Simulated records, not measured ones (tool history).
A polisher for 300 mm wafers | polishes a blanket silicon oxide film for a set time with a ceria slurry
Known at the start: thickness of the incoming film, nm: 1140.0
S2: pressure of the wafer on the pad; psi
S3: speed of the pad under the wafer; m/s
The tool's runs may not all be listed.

{"run": 1, "hour": 0.0, "flow of slurry (ml/min)": 180, "S2": 2.9, "S3": 1.04, "polishing time (s)": 37, "film removed (Å)": 1714.5}
{"run": 2, "hour": 2.9, "flow of slurry (ml/min)": 180, "S2": 2.9, "S3": 1.04, "polishing time (s)": 37, "film removed (Å)": 1680.1}
{"run": 3, "hour": 11.2, "flow of slurry (ml/min)": 180, "S2": 2.5, "S3": 1.04, "polishing time (s)": 37, "film removed (Å)": 1509.9}
{"run": 4, "hour": 14.6, "flow of slurry (ml/min)": 180, "S2": 2.2, "S3": 0.96, "polishing time (s)": 37, "film removed (Å)": 1221.3}
{"run": 5, "hour": 21.8, "flow of slurry (ml/min)": 180, "S2": 2, "S3": 0.94, "polishing time (s)": 37, "film removed (Å)": 1104.2}
{"run": 6, "hour": 28.6, "flow of slurry (ml/min)": 180, "S2": 1.5, "S3": 0.94, "polishing time (s)": 37, "film removed (Å)": 874.19}
{"run": 7, "hour": 30.3, "flow of slurry (ml/min)": 180, "S2": 1.4, "S3": 0.94, "polishing time (s)": 37, "film removed (Å)": 837.77}

Forecast run 8:
{"run": 8, "hour": 36.6, "flow of slurry (ml/min)": 180, "S2": 1.3, "S3": 0.9, "polishing time (s)": 37, "film removed (Å)": "?"}

film removed (Å): 755.6

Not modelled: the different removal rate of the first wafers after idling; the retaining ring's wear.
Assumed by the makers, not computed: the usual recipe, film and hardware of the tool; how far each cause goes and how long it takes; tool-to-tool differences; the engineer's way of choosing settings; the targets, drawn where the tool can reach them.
